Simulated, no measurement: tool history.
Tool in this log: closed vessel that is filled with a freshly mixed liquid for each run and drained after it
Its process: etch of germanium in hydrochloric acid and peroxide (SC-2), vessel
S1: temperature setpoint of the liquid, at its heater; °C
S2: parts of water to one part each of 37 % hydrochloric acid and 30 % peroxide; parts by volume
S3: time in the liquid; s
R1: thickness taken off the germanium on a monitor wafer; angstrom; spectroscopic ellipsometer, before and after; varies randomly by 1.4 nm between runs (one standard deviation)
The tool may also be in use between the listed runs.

| run | hour | S1 | S2 | S3 | R1 |
|---|---|---|---|---|---|
| 1 | 0 | 50 | 6.5 | 105 | 2057.9 |
| 2 | 1.8 | 47 | 6.5 | 105 | 1843.1 |
| 3 | 5.9 | 47 | 6.5 | 110 | 1958.7 |
| 4 | 6.9 | 45 | 6.5 | 110 | 1816.9 |
| 5 | 10.3 | 43.5 | 6.5 | 110 | 1749 |
| 6 | 11.5 | 43.5 | 4.5 | 110 | 1776.2 |
| 7 | 18 | 42 | 4.5 | 110 | 1668.1 |
| 8 | 25.8 | 41 | 4.5 | 110 | 1610.2 |

For run 9, what comes out?
| 9 | 27.5 | 41 | 4.5 | 110 | ? |

{"run 9": {"R1": 1629.6}}
